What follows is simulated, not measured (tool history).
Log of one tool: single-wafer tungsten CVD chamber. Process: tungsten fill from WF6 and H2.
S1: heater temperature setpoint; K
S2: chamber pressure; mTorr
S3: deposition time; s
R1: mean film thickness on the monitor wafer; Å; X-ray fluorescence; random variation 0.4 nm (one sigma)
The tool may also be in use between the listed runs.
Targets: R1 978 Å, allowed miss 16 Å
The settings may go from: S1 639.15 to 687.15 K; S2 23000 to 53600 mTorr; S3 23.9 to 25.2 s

Run 1, day 0: S1 663.15 K, S2 38300 mTorr, S3 25.2 s. Result: R1 664.71 Å.
Run 2, day 0.071: S1 663.15 K, S2 38300 mTorr, S3 23.9 s. Result: R1 631.76 Å.
Run 3, day 0.362: S1 669.15 K, S2 38400 mTorr, S3 23.9 s. Result: R1 697.91 Å.
Run 4, day 0.458: S1 662.15 K, S2 38400 mTorr, S3 23.9 s. Result: R1 625.07 Å.
Run 5, day 0.696: S1 662.15 K, S2 42400 mTorr, S3 23.9 s. Result: R1 645.27 Å.
Run 6, day 1.021: S1 668.15 K, S2 42600 mTorr, S3 23.9 s. Result: R1 718.18 Å.
Run 7, day 1.171: S1 673.15 K, S2 42700 mTorr, S3 23.9 s. Result: R1 778.72 Å.
Run 8, day 1.346: S1 673.15 K, S2 42700 mTorr, S3 23.9 s. Result: R1 781.07 Å.
Run 9, day 1.371: S1 676.15 K, S2 42800 mTorr, S3 23.9 s. Result: R1 820.07 Å.
At day 1.638: capacitance manometer re-zeroed and calibrated.
Run 10, day 1.638: S1 679.15 K, S2 42900 mTorr, S3 23.9 s. Result: R1 875.51 Å.
Run 11, day 1.758: S1 681.15 K, S2 42900 mTorr, S3 23.9 s. Result: R1 899.19 Å.
Run 12, day 1.888: S1 682.15 K, S2 42900 mTorr, S3 23.9 s. Result: R1 917.89 Å.
Run 13, day 2.117: S1 683.15 K, S2 42900 mTorr, S3 23.9 s. Result: R1 927.22 Å.

Which of these 4 next moves meets every target?
Run A, day 2.346: S1 684.15 K, S2 36800 mTorr, S3 23.9 s. Result: R1 ?.
Run B, day 2.346: S1 683.15 K, S2 43500 mTorr, S3 23.9 s. Result: R1 ?.
Run C, day 2.346: S1 684.15 K, S2 45700 mTorr, S3 24.3 s. Result: R1 ?.
Run D, day 2.346: S1 684.15 K, S2 42200 mTorr, S3 23.9 s. Result: R1 ?.

move      R1
   A  888.95
   B  932.33
   C  980.87
   D  935.91
A: further off than the last run
B: nearer than the last run, and not there yet
C: meets every target
D: nearer than the last run, and not there yet
Move C is the one to make.

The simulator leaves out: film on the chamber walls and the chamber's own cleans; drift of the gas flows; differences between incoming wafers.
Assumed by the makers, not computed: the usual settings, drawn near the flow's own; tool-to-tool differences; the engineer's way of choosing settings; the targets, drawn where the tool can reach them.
